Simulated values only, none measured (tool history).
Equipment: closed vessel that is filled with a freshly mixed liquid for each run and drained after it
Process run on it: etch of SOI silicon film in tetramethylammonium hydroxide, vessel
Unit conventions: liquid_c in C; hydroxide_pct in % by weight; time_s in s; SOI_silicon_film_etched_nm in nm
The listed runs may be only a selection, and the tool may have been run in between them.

run 1 hour=0 | liquid_c=64 hydroxide_pct=14 time_s=35 | SOI_silicon_film_etched_nm=156.22
run 2 hour=1.2 | liquid_c=64 hydroxide_pct=12 time_s=35 | SOI_silicon_film_etched_nm=167.84
run 3 hour=9.5 | liquid_c=64 hydroxide_pct=12 time_s=35 | SOI_silicon_film_etched_nm=168.58
run 4 hour=14.8 | liquid_c=64 hydroxide_pct=10 time_s=35 | SOI_silicon_film_etched_nm=179.34
run 5 hour=21.2 | liquid_c=64 hydroxide_pct=10 time_s=35 | SOI_silicon_film_etched_nm=178.16
run 6 hour=25.2 | liquid_c=64 hydroxide_pct=10 time_s=35 | SOI_silicon_film_etched_nm=178.21
run 7 hour=32.4 | liquid_c=63 hydroxide_pct=10 time_s=35 | SOI_silicon_film_etched_nm=167.72
run 8 hour=34.5 | liquid_c=62.5 hydroxide_pct=10 time_s=35 | SOI_silicon_film_etched_nm=164.18

For run 9, what comes out?
run 9 hour=40.5 | liquid_c=62 hydroxide_pct=10 time_s=35 | SOI_silicon_film_etched_nm=?

SOI_silicon_film_etched_nm: 158.27 nm
